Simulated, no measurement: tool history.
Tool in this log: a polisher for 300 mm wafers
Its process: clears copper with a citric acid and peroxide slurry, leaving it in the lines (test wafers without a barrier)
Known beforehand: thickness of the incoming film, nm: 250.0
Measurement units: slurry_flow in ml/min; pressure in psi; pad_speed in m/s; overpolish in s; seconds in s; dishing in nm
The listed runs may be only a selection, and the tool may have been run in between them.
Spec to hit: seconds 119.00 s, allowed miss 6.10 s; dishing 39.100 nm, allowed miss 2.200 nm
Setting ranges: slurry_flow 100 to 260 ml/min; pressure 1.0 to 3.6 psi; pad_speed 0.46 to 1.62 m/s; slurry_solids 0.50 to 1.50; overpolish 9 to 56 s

{"run": 1, "hour": 0.0, "slurry_flow": 165, "pressure": 2.3, "pad_speed": 1.04, "slurry_solids": 1.0, "overpolish": 29, "seconds": 165.68, "dishing": 22.991}
{"run": 2, "hour": 2.4, "slurry_flow": 165, "pressure": 2.4, "pad_speed": 1.04, "slurry_solids": 1.0, "overpolish": 31, "seconds": 155.38, "dishing": 25.312}
{"run": 3, "hour": 8.3, "slurry_flow": 165, "pressure": 2.5, "pad_speed": 1.04, "slurry_solids": 1.0, "overpolish": 33, "seconds": 148.95, "dishing": 28.308}
{"run": 4, "hour": 12.8, "slurry_flow": 165, "pressure": 2.5, "pad_speed": 1.04, "slurry_solids": 1.0, "overpolish": 43, "seconds": 145.67, "dishing": 34.201}
{"run": 5, "hour": 18.0, "slurry_flow": 185, "pressure": 2.5, "pad_speed": 1.04, "slurry_solids": 1.0, "overpolish": 43, "seconds": 147.86, "dishing": 35.007}
{"run": 6, "hour": 21.0, "slurry_flow": 220, "pressure": 2.5, "pad_speed": 1.04, "slurry_solids": 1.0, "overpolish": 43, "seconds": 138.67, "dishing": 35.585}
{"run": 7, "hour": 25.1, "slurry_flow": 220, "pressure": 2.6, "pad_speed": 1.04, "slurry_solids": 1.0, "overpolish": 43, "seconds": 135.77, "dishing": 37.981}
{"run": 8, "hour": 31.2, "slurry_flow": 220, "pressure": 2.7, "pad_speed": 1.04, "slurry_solids": 1.0, "overpolish": 42, "seconds": 128.73, "dishing": 37.409}

Which single option among these 4 for the next run brings every result within its allowed miss of target? Just one does.
{"run": "A", "hour": 37.3, "slurry_flow": 255, "pressure": 2.7, "pad_speed": 1.14, "slurry_solids": 1.0, "overpolish": 51, "seconds": "?", "dishing": "?"}
{"run": "B", "hour": 37.3, "slurry_flow": 215, "pressure": 2.7, "pad_speed": 1.06, "slurry_solids": 0.95, "overpolish": 52, "seconds": "?", "dishing": "?"}
{"run": "C", "hour": 37.3, "slurry_flow": 210, "pressure": 2.9, "pad_speed": 1.12, "slurry_solids": 0.9, "overpolish": 40, "seconds": "?", "dishing": "?"}
{"run": "D", "hour": 37.3, "slurry_flow": 235, "pressure": 2.8, "pad_speed": 1.08, "slurry_solids": 0.9, "overpolish": 35, "seconds": "?", "dishing": "?"}

move=A seconds=115.30 dishing=45.527
move=B seconds=127.63 dishing=43.091
move=C seconds=117.29 dishing=38.276
move=D seconds=121.65 dishing=33.558
A: gets the furthest-off result to its target, but another result is out of tolerance
B: moves away from the targets compared with the last run
C: every result lands within tolerance
D: gets the furthest-off result to its target, but another result is out of tolerance
C is the move that brings every result within its allowed miss.
